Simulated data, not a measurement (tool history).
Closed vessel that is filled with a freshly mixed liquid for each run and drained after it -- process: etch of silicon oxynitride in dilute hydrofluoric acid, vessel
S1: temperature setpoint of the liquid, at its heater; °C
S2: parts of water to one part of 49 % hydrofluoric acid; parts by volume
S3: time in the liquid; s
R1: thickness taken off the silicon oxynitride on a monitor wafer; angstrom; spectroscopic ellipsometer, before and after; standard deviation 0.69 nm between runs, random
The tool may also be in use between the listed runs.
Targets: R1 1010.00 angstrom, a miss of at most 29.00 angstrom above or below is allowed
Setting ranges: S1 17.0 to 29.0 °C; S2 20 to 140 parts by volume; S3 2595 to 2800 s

run  hour    S1  S2    S3       R1
  1   0.0  21.0  75  2595   798.28
  2   1.2  22.0  75  2595   828.32
  3   6.0  22.0  75  2595   834.62
  4  13.0  22.0  55  2595  1142.30
  5  17.9  22.0  40  2595  1606.40
  6  22.2  25.5  40  2595  1911.90
  7  25.8  25.5  40  2595  1891.70
  8  29.9  23.5  40  2595  1715.00
  9  32.7  22.0  45  2595  1419.80
 10  40.3  21.0  45  2595  1347.70
 11  42.9  20.0  45  2595  1277.90
 12  51.0  19.5  45  2595  1255.50
 13  58.8  19.0  45  2595  1225.10
 14  64.6  17.0  55  2595   891.80
 15  65.8  17.5  55  2595   921.26
 16  72.3  18.0  55  2595   938.70

Next run, 5 choices. One meets every target within its allowed miss, the rest don't. Which?
  A  78.8  18.0  60  2650   ?
  B  78.8  21.0  70  2650   ?
  C  78.8  19.5  60  2800   ?
  D  78.8  17.0  55  2710   ?
  E  78.8  18.0  60  2800   ?

move      R1
   A  876.83
   B  867.23
   C  999.40
   D  932.47
   E  926.46
A: lands further from the targets than the last run did
B: lands further from the targets than the last run did
C: hits every target within its allowed miss
D: lands further from the targets than the last run did
E: lands further from the targets than the last run did
Answer: C

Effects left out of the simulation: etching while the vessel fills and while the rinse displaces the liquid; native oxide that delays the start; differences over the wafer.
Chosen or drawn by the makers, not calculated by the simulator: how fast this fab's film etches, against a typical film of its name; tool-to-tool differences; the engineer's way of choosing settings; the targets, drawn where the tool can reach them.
